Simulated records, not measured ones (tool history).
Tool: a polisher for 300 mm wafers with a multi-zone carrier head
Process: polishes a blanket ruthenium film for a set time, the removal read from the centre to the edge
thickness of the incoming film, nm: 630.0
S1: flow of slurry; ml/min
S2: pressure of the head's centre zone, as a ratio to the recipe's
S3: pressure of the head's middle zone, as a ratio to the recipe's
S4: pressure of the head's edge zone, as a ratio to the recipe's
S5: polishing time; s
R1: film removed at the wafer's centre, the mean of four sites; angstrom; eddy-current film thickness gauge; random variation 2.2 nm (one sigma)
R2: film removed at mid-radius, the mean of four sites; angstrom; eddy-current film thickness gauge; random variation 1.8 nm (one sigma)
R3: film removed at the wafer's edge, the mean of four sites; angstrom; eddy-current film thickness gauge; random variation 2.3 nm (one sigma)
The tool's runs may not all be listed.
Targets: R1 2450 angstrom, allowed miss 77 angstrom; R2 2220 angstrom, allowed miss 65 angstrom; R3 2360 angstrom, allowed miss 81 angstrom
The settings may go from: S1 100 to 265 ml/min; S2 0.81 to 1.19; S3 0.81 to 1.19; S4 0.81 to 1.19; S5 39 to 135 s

run 1 day=0 | S1=170 S2=1 S3=1 S4=1 S5=87 | R1=1623.7 R2=1598.6 R3=1542.2
run 2 day=0.288 | S1=145 S2=1 S3=1 S4=1 S5=87 | R1=1552.4 R2=1547.3 R3=1510.5
run 3 day=0.388 | S1=145 S2=0.95 S3=1 S4=1 S5=87 | R1=1494.1 R2=1545 R3=1487.5
run 4 day=0.658 | S1=115 S2=0.95 S3=1 S4=1 S5=87 | R1=1424.8 R2=1489.3 R3=1427.7
run 5 day=0.925 | S1=115 S2=1.02 S3=1 S4=1 S5=87 | R1=1520.4 R2=1479.8 R3=1475.4
run 6 day=1.117 | S1=135 S2=1.05 S3=1.01 S4=1.04 S5=92 | R1=1732.2 R2=1631 R3=1598.6
run 7 day=1.479 | S1=150 S2=1.03 S3=0.99 S4=1.07 S5=98 | R1=1810 R2=1761.8 R3=1748.1
-- day=1.533 edge zone pressure recalibrated
run 8 day=1.533 | S1=165 S2=1.04 S3=0.97 S4=1.09 S5=102 | R1=1990.5 R2=1817.5 R3=1947.9
run 9 day=1.746 | S1=180 S2=1.05 S3=0.98 S4=1.11 S5=103 | R1=2055 R2=1869.7 R3=2017.9
run 10 day=2.067 | S1=195 S2=1.06 S3=1 S4=1.12 S5=104 | R1=2105 R2=1958.4 R3=2070.4
run 11 day=2.412 | S1=205 S2=1.07 S3=1.01 S4=1.13 S5=105 | R1=2139.4 R2=2027.5 R3=2116.7
run 12 day=2.467 | S1=215 S2=1.09 S3=1.01 S4=1.14 S5=106 | R1=2226.9 R2=2040.1 R3=2142.5
run 13 day=2.646 | S1=220 S2=1.1 S3=1.01 S4=1.15 S5=107 | R1=2287.5 R2=2057.7 R3=2146.3
run 14 day=2.771 | S1=225 S2=1.1 S3=1.01 S4=1.16 S5=108 | R1=2303.2 R2=2111.2 R3=2205
run 15 day=3.121 | S1=230 S2=1.1 S3=1.01 S4=1.17 S5=109 | R1=2363.5 R2=2073.3 R3=2197.6
run 16 day=3.288 | S1=230 S2=1.09 S3=1.01 S4=1.17 S5=110 | R1=2325.2 R2=2101.7 R3=2259.3
run 17 day=3.412 | S1=230 S2=1.09 S3=1.01 S4=1.17 S5=111 | R1=2336.8 R2=2141.4 R3=2243

5 next moves are on the table. One of them brings every result within its allowed miss. Which?
run A day=3.538 | S1=205 S2=0.99 S3=0.95 S4=1.19 S5=117 | R1=? R2=? R3=?
run B day=3.538 | S1=215 S2=0.94 S3=0.98 S4=1.19 S5=120 | R1=? R2=? R3=?
run C day=3.538 | S1=265 S2=1.08 S3=0.99 S4=1.15 S5=115 | R1=? R2=? R3=?
run D day=3.538 | S1=200 S2=1.12 S3=1.16 S4=1.1 S5=105 | R1=? R2=? R3=?
run E day=3.538 | S1=235 S2=1.12 S3=0.99 S4=1.19 S5=108 | R1=? R2=? R3=?

move=A R1=2221.6 R2=2137.4 R3=2408
move=B R1=2178.5 R2=2262.8 R3=2480.6
move=C R1=2468.8 R2=2240.3 R3=2379.3
move=D R1=2252.2 R2=2250 R3=2064.4
move=E R1=2368.6 R2=2074.5 R3=2251.1
A: further off than the last run
B: further off than the last run
C: meets every target
D: further off than the last run
E: further off than the last run
Answer: C

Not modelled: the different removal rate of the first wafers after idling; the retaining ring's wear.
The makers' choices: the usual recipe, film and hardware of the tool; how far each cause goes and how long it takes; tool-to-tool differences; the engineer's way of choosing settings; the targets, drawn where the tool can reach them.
